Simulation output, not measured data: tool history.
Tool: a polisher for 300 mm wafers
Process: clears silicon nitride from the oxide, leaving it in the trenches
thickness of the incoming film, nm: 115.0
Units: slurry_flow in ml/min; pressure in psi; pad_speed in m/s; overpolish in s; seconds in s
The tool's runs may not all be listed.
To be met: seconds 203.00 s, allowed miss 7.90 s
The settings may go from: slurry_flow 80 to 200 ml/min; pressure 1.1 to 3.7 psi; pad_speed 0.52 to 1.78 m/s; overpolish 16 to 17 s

run	hour	slurry_flow	pressure	pad_speed	overpolish	seconds
1	0.0	130	2.4	1.14	16	134.11
2	5.0	130	2.4	1.14	16	129.39
3	9.0	105	2.4	1.14	16	138.94
4	15.0	105	2.3	1.14	16	144.94
5	22.1	105	2.2	1.14	16	150.16
6	27.0	105	2.2	1.14	17	149.16
7	31.1	105	2.1	1.14	17	157.17
8	39.2	105	2.0	1.14	17	165.96
9	43.9	105	2.0	1.14	17	164.67
10	47.3	105	1.9	1.14	17	174.98

4 next moves are on the table. One of them brings every result within its allowed miss. Which?
A	50.7	115	1.7	1.08	17	?
B	50.7	80	1.9	0.92	16	?
C	50.7	95	1.7	1.02	17	?
D	50.7	95	1.6	1.10	17	?

move	seconds
A	197.08
B	224.24
C	216.84
D	213.59
A: meets every target
B: takes the result that was furthest off past its target
C: takes the result that was furthest off past its target
D: takes the result that was furthest off past its target
Answer: A
